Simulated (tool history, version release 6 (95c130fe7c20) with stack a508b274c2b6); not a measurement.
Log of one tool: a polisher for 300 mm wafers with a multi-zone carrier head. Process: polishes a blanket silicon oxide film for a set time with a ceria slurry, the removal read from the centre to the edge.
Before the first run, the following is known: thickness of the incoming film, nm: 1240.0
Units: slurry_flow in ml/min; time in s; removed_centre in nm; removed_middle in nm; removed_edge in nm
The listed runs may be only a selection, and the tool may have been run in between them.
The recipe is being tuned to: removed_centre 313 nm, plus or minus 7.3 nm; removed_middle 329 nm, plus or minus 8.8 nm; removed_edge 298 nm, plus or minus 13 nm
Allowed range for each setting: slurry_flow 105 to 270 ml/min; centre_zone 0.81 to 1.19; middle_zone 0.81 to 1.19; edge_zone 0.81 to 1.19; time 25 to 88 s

run,hour,slurry_flow,centre_zone,middle_zone,edge_zone,time,removed_centre,removed_middle,removed_edge
1,0,175,1,1,1,56,297.11,291.92,284.93
2,7.5,185,1,1.01,1,56,295.05,294.9,291.59
3,13.2,190,1.01,1.03,0.99,56,302.14,303.09,284.23
4,20.9,225,1.01,1.03,0.99,56,311.29,311.37,295.09
5,28.5,225,1.01,0.98,0.99,56,308.76,300.82,286.02
6,36.9,225,0.93,0.98,0.99,56,286.25,302.35,291.66
7,41.4,230,0.94,0.99,0.99,56,290.96,304.37,299.8
8,46.4,230,0.94,0.99,0.99,56,289.3,303.27,296.76
9,55.1,235,0.95,1,0.98,56,290.53,309.18,285.56
10,57.1,240,0.96,1.01,0.98,56,297.66,307.73,291.4
11,61.8,245,0.96,1.02,0.98,56,298.01,306.27,296.87
12,67.3,240,0.96,1.03,0.97,57,300.27,318.85,297.74
13,69,245,0.96,1.03,0.97,57,305.41,314.88,294.86
14,72.3,245,0.96,1.04,0.97,57,302.59,316.32,296.4
15,75,245,0.96,1.05,0.97,57,302.67,321.62,299.81

Next run, 5 choices. One meets every target within its allowed miss, the rest don't. Which?
A,77.7,255,0.98,1.07,0.97,57,?,?,?
B,77.7,230,0.92,1.01,1.05,57,?,?,?
C,77.7,235,0.95,1.02,0.97,56,?,?,?
D,77.7,250,0.96,1.12,0.9,55,?,?,?
E,77.7,250,0.96,0.98,1.11,58,?,?,?

move,removed_centre,removed_middle,removed_edge
A,312.65,328.78,304.18
B,289.1,312.53,313.25
C,294.3,309.89,296.74
D,294.78,326.41,282.77
E,310.63,315.04,330.46
A: each result inside its tolerance
B: its largest miss is bigger than the last run's
C: its largest miss is bigger than the last run's
D: its largest miss is bigger than the last run's
E: corrects the largest miss of the last run, while another result sits out of spec
So the answer is move A, the one that meets all the targets.
